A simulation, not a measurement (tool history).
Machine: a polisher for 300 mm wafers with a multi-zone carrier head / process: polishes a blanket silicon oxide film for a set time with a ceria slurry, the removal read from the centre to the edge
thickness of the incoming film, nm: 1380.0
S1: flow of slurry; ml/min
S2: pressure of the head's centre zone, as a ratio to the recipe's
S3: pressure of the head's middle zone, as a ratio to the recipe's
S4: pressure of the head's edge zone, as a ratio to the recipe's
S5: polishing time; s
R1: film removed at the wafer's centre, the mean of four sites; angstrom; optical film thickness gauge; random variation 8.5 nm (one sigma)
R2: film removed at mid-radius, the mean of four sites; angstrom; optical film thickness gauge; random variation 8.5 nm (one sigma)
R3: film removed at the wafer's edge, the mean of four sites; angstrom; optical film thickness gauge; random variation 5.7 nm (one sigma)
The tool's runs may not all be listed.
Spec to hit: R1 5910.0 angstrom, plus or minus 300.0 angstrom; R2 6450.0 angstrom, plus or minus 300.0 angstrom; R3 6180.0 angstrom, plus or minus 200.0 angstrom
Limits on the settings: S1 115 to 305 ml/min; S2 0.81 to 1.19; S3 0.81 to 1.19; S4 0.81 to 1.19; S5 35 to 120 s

Run 1, hour 0.0: S1 195 ml/min, S2 1.00, S3 1.00, S4 1.00, S5 77 s. Result: R1 4452.1 angstrom, R2 4656.1 angstrom, R3 4592.0 angstrom.
Run 2, hour 2.2: S1 200 ml/min, S2 1.01, S3 1.02, S4 1.02, S5 80 s. Result: R1 4767.5 angstrom, R2 5056.1 angstrom, R3 4876.0 angstrom.
Run 3, hour 6.6: S1 200 ml/min, S2 1.01, S3 0.94, S4 1.02, S5 80 s. Result: R1 4810.0 angstrom, R2 4625.7 angstrom, R3 4724.7 angstrom.
Run 4, hour 7.2: S1 205 ml/min, S2 1.01, S3 0.96, S4 1.04, S5 82 s. Result: R1 4934.0 angstrom, R2 4957.0 angstrom, R3 4923.1 angstrom.
Run 5, hour 11.1: S1 250 ml/min, S2 1.01, S3 0.96, S4 1.04, S5 82 s. Result: R1 5094.0 angstrom, R2 4953.0 angstrom, R3 5036.8 angstrom.
Run 6, hour 16.3: S1 250 ml/min, S2 1.01, S3 0.98, S4 1.06, S5 84 s. Result: R1 5046.7 angstrom, R2 5176.0 angstrom, R3 5263.2 angstrom.
Run 7, hour 19.3: S1 250 ml/min, S2 1.03, S3 1.00, S4 1.07, S5 85 s. Result: R1 5275.7 angstrom, R2 5194.6 angstrom, R3 5358.8 angstrom.
Run 8, hour 23.8: S1 250 ml/min, S2 1.03, S3 1.02, S4 1.06, S5 87 s. Result: R1 5394.6 angstrom, R2 5486.0 angstrom, R3 5461.8 angstrom.

Of the 5 settings listed for the next run, only one would bring every result within its allowed miss of target. Which one?
Run A, hour 28.3: S1 250 ml/min, S2 0.97, S3 1.03, S4 1.03, S5 100 s. Result: R1 ?, R2 ?, R3 ?.
Run B, hour 28.3: S1 265 ml/min, S2 1.00, S3 1.17, S4 0.91, S5 97 s. Result: R1 ?, R2 ?, R3 ?.
Run C, hour 28.3: S1 270 ml/min, S2 1.14, S3 1.12, S4 0.84, S5 92 s. Result: R1 ?, R2 ?, R3 ?.
Run D, hour 28.3: S1 300 ml/min, S2 0.91, S3 1.12, S4 1.15, S5 100 s. Result: R1 ?, R2 ?, R3 ?.
Run E, hour 28.3: S1 235 ml/min, S2 0.88, S3 1.19, S4 0.87, S5 100 s. Result: R1 ?, R2 ?, R3 ?.

move      R1      R2      R3
   A  6090.6  6393.3  6109.9
   B  6141.4  6916.1  5604.9
   C  6659.0  6339.6  5137.7
   D  5836.2  6969.5  6544.5
   E  5482.6  7136.4  5601.8
A: all results land within tolerance of their targets
B: nearer than the last run, and not there yet
C: misses by more than the last run did
D: pushes the last run's worst result past its target
E: nearer than the last run, and not there yet
The move that meets every target is A.
